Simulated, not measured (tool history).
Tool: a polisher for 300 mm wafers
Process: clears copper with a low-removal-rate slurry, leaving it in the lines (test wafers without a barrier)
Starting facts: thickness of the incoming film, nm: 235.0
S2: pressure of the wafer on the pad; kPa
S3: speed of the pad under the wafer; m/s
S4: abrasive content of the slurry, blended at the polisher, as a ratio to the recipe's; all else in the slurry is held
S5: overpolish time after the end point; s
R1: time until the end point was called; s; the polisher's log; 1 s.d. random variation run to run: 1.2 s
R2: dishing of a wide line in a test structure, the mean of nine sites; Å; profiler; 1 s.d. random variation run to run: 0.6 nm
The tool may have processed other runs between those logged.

run 1 hour=0 | flow_of_slurry_(ml/min)=250 S2=17.2 S3=0.92 S4=1 S5=24 | R1=104.34 R2=378.75
run 2 hour=4.9 | flow_of_slurry_(ml/min)=250 S2=16.5 S3=0.92 S4=1 S5=25 | R1=106.66 R2=375.94
run 3 hour=5.8 | flow_of_slurry_(ml/min)=250 S2=16.5 S3=0.92 S4=1.15 S5=25 | R1=104.92 R2=396.45
run 4 hour=14.3 | flow_of_slurry_(ml/min)=250 S2=15.9 S3=0.92 S4=1.15 S5=26 | R1=109.19 R2=390.47
run 5 hour=19.6 | flow_of_slurry_(ml/min)=250 S2=15.9 S3=0.92 S4=1.15 S5=18 | R1=110.19 R2=286.68
run 6 hour=26.9 | flow_of_slurry_(ml/min)=250 S2=15.9 S3=0.92 S4=1 S5=18 | R1=112.39 R2=276.32

Run 7 comes next. What will it give?
run 7 hour=32.3 | flow_of_slurry_(ml/min)=255 S2=15.9 S3=0.92 S4=1.05 S5=20 | R1=? R2=?

{"run 7": {"R1": 111.8, "R2": 314.61}}
